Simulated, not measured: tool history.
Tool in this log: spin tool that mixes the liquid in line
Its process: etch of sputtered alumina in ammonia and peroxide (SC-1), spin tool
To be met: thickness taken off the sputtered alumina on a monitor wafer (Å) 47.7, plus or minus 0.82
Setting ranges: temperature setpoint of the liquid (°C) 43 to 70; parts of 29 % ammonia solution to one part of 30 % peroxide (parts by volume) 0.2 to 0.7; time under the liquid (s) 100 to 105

run	hour	temperature setpoint of the liquid (°C)	parts of 29 % ammonia solution to one part of 30 % peroxide (parts by volume)	time under the liquid (s)	thickness taken off the sputtered alumina on a monitor wafer (Å)
1	0	59	0.4	100	88.181
2	6	56.5	0.4	100	77.007
3	12.2	54.5	0.4	100	70.116
4	20.6	54.5	0.55	100	72.077
5	25.4	53	0.55	100	66.221
6	26.5	52	0.55	100	62.601
7	31.1	51	0.55	100	59.669
8	40.1	50	0.55	100	56.088
9	48.7	49.5	0.55	100	55.184
10	49.9	46	0.55	100	45.234
11	57.6	46.5	0.55	100	46.131

Exactly one of the 5 candidate moves below puts every result within its allowed miss. Which one?
A	65.3	45	0.6	105	?
B	65.3	45	0.65	105	?
C	65.3	45.5	0.5	105	?
D	65.3	47	0.6	100	?
E	65.3	46.5	0.45	100	?

move	thickness taken off the sputtered alumina on a monitor wafer (Å)
A	44.802
B	45.146
C	45.299
D	47.78
E	45.196
A: misses by more than the last run did
B: misses by more than the last run did
C: misses by more than the last run did
D: hits every target within its allowed miss
E: misses by more than the last run did
The right move is D.

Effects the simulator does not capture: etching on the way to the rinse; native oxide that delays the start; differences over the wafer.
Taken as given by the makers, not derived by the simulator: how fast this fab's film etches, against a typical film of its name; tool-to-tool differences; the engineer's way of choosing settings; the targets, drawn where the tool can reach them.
